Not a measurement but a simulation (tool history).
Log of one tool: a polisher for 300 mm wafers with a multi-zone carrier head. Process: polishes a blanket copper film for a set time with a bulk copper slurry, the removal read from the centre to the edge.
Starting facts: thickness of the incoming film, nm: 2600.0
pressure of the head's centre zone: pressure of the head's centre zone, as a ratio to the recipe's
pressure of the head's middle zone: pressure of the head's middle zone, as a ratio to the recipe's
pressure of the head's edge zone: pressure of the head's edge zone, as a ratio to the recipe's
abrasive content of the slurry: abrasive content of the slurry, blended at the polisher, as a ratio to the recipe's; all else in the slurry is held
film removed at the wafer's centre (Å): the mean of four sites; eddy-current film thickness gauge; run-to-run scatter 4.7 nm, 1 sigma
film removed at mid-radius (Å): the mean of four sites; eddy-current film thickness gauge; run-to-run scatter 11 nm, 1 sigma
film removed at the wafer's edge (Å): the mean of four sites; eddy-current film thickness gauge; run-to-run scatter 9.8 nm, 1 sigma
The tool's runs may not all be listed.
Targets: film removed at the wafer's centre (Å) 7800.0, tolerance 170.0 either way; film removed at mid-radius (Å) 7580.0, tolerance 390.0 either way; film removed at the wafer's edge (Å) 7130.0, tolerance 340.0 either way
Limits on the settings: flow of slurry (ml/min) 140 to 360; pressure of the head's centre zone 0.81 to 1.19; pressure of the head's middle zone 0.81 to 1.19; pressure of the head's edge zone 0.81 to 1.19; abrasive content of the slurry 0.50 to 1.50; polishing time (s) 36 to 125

run,hour,flow of slurry (ml/min),pressure of the head's centre zone,pressure of the head's middle zone,pressure of the head's edge zone,abrasive content of the slurry,polishing time (s),film removed at the wafer's centre (Å),film removed at mid-radius (Å),film removed at the wafer's edge (Å)
1,0.0,230,1.00,1.00,1.00,1.00,80,8432.3,8933.6,8496.7
2,3.7,230,1.00,1.00,0.97,1.00,80,8472.9,8705.4,8174.4
3,12.2,225,0.99,0.99,0.96,1.00,80,8382.4,8421.7,8343.0
4,13.3,225,0.99,0.99,1.04,1.00,80,8412.3,8660.9,8619.5
5,18.3,225,0.99,0.99,1.01,0.95,80,8413.2,8857.2,8554.3
6,25.4,225,0.99,0.99,0.99,0.95,79,8278.7,8163.9,8353.3
7,26.4,225,0.99,1.00,0.97,0.95,78,8171.6,8472.2,7950.9
8,34.8,220,0.99,1.00,0.96,0.95,78,8152.8,8247.4,8025.5
9,37.1,220,0.99,1.00,0.94,0.95,78,8187.4,8445.9,8029.1
10,39.4,225,0.99,1.00,0.93,0.95,77,8050.3,8602.0,7823.5
11,48.4,220,0.99,0.99,0.92,0.95,77,8093.3,8523.6,7706.9

Next run, 5 choices. One meets every target within its allowed miss, the rest don't. Which?
A,57.4,225,1.11,0.99,0.86,1.00,71,?,?,?
B,57.4,185,1.03,0.95,0.89,1.05,73,?,?,?
C,57.4,185,1.08,0.99,0.82,1.05,75,?,?,?
D,57.4,240,0.88,1.10,0.81,0.75,84,?,?,?
E,57.4,140,1.04,0.87,1.05,1.15,81,?,?,?

move,film removed at the wafer's centre (Å),film removed at mid-radius (Å),film removed at the wafer's edge (Å)
A,8299.7,7727.9,6972.6
B,7774.7,7527.4,7187.8
C,8347.2,7998.4,7115.0
D,7703.9,9684.6,7760.8
E,8340.9,7501.0,8445.6
A: corrects the largest miss of the last run, while another result sits out of spec
B: hits every target within its allowed miss
C: further off than the last run
D: further off than the last run
E: corrects the largest miss of the last run, while another result sits out of spec
B meets every target.
